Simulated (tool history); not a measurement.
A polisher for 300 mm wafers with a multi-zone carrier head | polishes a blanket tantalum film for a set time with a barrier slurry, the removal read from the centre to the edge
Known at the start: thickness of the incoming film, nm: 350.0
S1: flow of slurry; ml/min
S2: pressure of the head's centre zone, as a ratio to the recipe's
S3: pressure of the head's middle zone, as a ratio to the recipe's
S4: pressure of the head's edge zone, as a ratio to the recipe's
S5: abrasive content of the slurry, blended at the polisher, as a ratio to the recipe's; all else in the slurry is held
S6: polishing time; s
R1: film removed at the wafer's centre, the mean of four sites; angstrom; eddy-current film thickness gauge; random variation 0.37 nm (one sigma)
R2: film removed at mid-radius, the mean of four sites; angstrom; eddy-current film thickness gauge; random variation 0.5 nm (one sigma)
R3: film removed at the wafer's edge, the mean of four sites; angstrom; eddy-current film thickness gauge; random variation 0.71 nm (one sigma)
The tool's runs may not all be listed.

{"run": 1, "hour": 0.0, "S1": 315, "S2": 1.0, "S3": 1.0, "S4": 1.0, "S5": 1.0, "S6": 89, "R1": 1099.5, "R2": 1073.3, "R3": 1081.9}
{"run": 2, "hour": 6.9, "S1": 315, "S2": 1.0, "S3": 1.0, "S4": 1.06, "S5": 1.0, "S6": 89, "R1": 1085.7, "R2": 1066.5, "R3": 1083.3}
{"run": 3, "hour": 11.8, "S1": 315, "S2": 1.0, "S3": 0.98, "S4": 1.06, "S5": 0.95, "S6": 84, "R1": 1022.5, "R2": 982.44, "R3": 1016.7}
{"run": 4, "hour": 18.8, "S1": 315, "S2": 1.0, "S3": 0.96, "S4": 1.06, "S5": 0.9, "S6": 80, "R1": 958.61, "R2": 903.69, "R3": 951.76}
{"run": 5, "hour": 24.1, "S1": 315, "S2": 1.0, "S3": 0.96, "S4": 1.12, "S5": 0.9, "S6": 80, "R1": 953.92, "R2": 910.78, "R3": 977.0}
{"run": 6, "hour": 31.6, "S1": 315, "S2": 1.0, "S3": 0.96, "S4": 1.19, "S5": 0.9, "S6": 80, "R1": 953.07, "R2": 909.33, "R3": 1023.1}
{"run": 7, "hour": 40.2, "S1": 310, "S2": 1.0, "S3": 0.94, "S4": 1.17, "S5": 0.85, "S6": 77, "R1": 920.87, "R2": 862.98, "R3": 947.16}
{"run": 8, "hour": 41.6, "S1": 280, "S2": 0.97, "S3": 0.84, "S4": 1.19, "S5": 0.6, "S6": 52, "R1": 542.32, "R2": 479.09, "R3": 597.43}
{"run": 9, "hour": 47.6, "S1": 295, "S2": 0.98, "S3": 0.84, "S4": 1.18, "S5": 0.6, "S6": 52, "R1": 557.32, "R2": 484.92, "R3": 600.34}

Forecast run 10:
{"run": 10, "hour": 50.0, "S1": 310, "S2": 0.98, "S3": 0.84, "S4": 1.17, "S5": 0.6, "S6": 52, "R1": "?", "R2": "?", "R3": "?"}

{"run 10": {"R1": 558.82, "R2": 476.32, "R3": 589.1}}
